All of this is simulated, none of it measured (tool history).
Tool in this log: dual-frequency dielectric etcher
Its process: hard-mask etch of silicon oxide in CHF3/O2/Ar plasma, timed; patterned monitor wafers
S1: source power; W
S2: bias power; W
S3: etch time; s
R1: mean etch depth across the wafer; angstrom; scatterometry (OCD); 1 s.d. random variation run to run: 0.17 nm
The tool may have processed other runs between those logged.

Run 1, hour 0.0: S1 500 W, S2 134 W, S3 26 s. Result: R1 405.94 angstrom.
Run 2, hour 7.1: S1 500 W, S2 146 W, S3 26 s. Result: R1 416.76 angstrom.
Run 3, hour 12.4: S1 560 W, S2 146 W, S3 26 s. Result: R1 433.55 angstrom.
Run 4, hour 13.4: S1 570 W, S2 147 W, S3 26 s. Result: R1 435.90 angstrom.
Run 5, hour 18.9: S1 530 W, S2 147 W, S3 26 s. Result: R1 424.32 angstrom.
Run 6, hour 20.2: S1 530 W, S2 131 W, S3 26 s. Result: R1 405.94 angstrom.

Expected results for the next run?
Run 7, hour 25.6: S1 560 W, S2 135 W, S3 26 s. Result: R1 ?.

Run 7 gave R1 419.48 angstrom.
